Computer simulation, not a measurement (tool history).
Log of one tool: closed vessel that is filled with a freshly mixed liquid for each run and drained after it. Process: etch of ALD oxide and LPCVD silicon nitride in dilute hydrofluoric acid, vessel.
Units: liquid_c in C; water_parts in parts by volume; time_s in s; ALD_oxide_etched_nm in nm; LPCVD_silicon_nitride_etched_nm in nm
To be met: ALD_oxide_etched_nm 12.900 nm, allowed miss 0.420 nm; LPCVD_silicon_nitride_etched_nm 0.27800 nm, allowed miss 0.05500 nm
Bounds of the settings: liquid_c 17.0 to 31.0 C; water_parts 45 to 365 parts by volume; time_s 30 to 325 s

| run | hour | liquid_c | water_parts | time_s | ALD_oxide_etched_nm | LPCVD_silicon_nitride_etched_nm |
|---|---|---|---|---|---|---|
| 1 | 0.0 | 23.0 | 205 | 165 | 17.820 | 0.50203 |
| 2 | 8.9 | 25.0 | 205 | 165 | 19.108 | 0.49756 |
| 3 | 12.5 | 25.0 | 210 | 165 | 18.396 | 0.45538 |
| 4 | 14.6 | 25.0 | 220 | 165 | 17.382 | 0.52864 |
| 5 | 15.1 | 25.0 | 220 | 120 | 12.706 | 0.36416 |
| 6 | 21.5 | 26.0 | 215 | 110 | 12.539 | 0.32286 |
| 7 | 24.9 | 26.5 | 215 | 110 | 12.884 | 0.36592 |
| 8 | 25.8 | 26.0 | 210 | 110 | 12.992 | 0.35263 |
| 9 | 28.4 | 26.5 | 205 | 100 | 12.241 | 0.36810 |
| 10 | 32.5 | 25.5 | 200 | 100 | 12.452 | 0.34800 |
| 11 | 38.5 | 26.0 | 195 | 100 | 12.817 | 0.34824 |
| 12 | 44.6 | 22.5 | 170 | 90 | 12.133 | 0.27724 |
| 13 | 45.6 | 22.5 | 160 | 85 | 12.193 | 0.29807 |

Which of these 4 next moves meets every target?
| A | 46.6 | 27.5 | 355 | 185 | ? | ? |
| B | 46.6 | 28.0 | 310 | 140 | ? | ? |
| C | 46.6 | 26.5 | 220 | 105 | ? | ? |
| D | 46.6 | 19.5 | 145 | 90 | ? | ? |

| move | ALD_oxide_etched_nm | LPCVD_silicon_nitride_etched_nm |
|---|---|---|
| A | 11.593 | 0.40445 |
| B | 10.690 | 0.36157 |
| C | 11.827 | 0.35041 |
| D | 12.796 | 0.28884 |
A: further off than the last run
B: further off than the last run
C: further off than the last run
D: meets every target
The right move is D.
